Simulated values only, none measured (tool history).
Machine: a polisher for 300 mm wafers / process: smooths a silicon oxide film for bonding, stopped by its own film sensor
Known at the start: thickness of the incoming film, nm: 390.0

run  hour  flow of slurry (ml/min)  pressure of the wafer on the pad (kPa)  speed of the pad under the wafer (cm/s)  abrasive content of the slurry  target thickness at which the film sensor stops the polish (Å)  time until the film sensor stopped the polish (s)
  1     0                      245                                    13.1                                       86                               1                                                            3540                                             53.672
  2   2.4                      245                                    14.5                                       86                               1                                                            3540                                             48.536
  3   7.3                      300                                    14.5                                       86                               1                                                            3540                                             48.416
  4    13                      300                                    14.5                                       86                             0.8                                                            3540                                             53.927
  5  13.6                      300                                    14.5                                       86                             0.7                                                            3540                                             58.162
  6    15                      270                                    14.5                                       86                             0.7                                                            3540                                             58.892
  7  21.3                      270                                    16.5                                       86                             0.7                                                            3540                                             51.331
  8    22                      270                                    17.9                                       88                             0.7                                                            3540                                             47.532
  9  25.8                      270                                    18.6                                       92                             0.7                                                            3540                                               44.7
 10  34.6                      270                                    19.3                                       96                             0.7                                                            3540                                             41.282

Estimate the outcome of run 11 from the log above:
 11  36.7                      270                                      20                                       98                             0.7                                                            3540                                                  ?

{"run 11": {"time until the film sensor stopped the polish (s)": 40.05}}
